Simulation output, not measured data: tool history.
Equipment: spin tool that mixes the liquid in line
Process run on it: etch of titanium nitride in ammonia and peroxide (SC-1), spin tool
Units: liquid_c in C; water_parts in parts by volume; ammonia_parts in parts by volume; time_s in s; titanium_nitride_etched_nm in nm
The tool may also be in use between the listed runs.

Run 1, day 0.000: liquid_c 57.0 C, water_parts 25 parts by volume, ammonia_parts 0.9 parts by volume, time_s 95 s. Result: titanium_nitride_etched_nm 9.0833 nm.
Run 2, day 0.250: liquid_c 64.0 C, water_parts 25 parts by volume, ammonia_parts 0.9 parts by volume, time_s 95 s. Result: titanium_nitride_etched_nm 14.1990 nm.
Run 3, day 0.625: liquid_c 59.0 C, water_parts 25 parts by volume, ammonia_parts 0.9 parts by volume, time_s 95 s. Result: titanium_nitride_etched_nm 10.3360 nm.
Run 4, day 0.792: liquid_c 53.0 C, water_parts 25 parts by volume, ammonia_parts 0.9 parts by volume, time_s 95 s. Result: titanium_nitride_etched_nm 6.9435 nm.
Run 5, day 1.162: liquid_c 50.5 C, water_parts 25 parts by volume, ammonia_parts 0.9 parts by volume, time_s 95 s. Result: titanium_nitride_etched_nm 5.7952 nm.
Run 6, day 1.317: liquid_c 48.5 C, water_parts 25 parts by volume, ammonia_parts 0.9 parts by volume, time_s 95 s. Result: titanium_nitride_etched_nm 5.0422 nm.
Run 7, day 1.612: liquid_c 47.0 C, water_parts 25 parts by volume, ammonia_parts 0.9 parts by volume, time_s 95 s. Result: titanium_nitride_etched_nm 4.5491 nm.
Run 8, day 1.850: liquid_c 46.0 C, water_parts 25 parts by volume, ammonia_parts 0.9 parts by volume, time_s 95 s. Result: titanium_nitride_etched_nm 4.2713 nm.
Run 9, day 2.200: liquid_c 45.0 C, water_parts 25 parts by volume, ammonia_parts 0.9 parts by volume, time_s 95 s. Result: titanium_nitride_etched_nm 3.9506 nm.

Run 10 comes next. What will it give?
Run 10, day 2.521: liquid_c 44.5 C, water_parts 25 parts by volume, ammonia_parts 0.9 parts by volume, time_s 95 s. Result: titanium_nitride_etched_nm ?.

titanium_nitride_etched_nm: 3.8337 nm
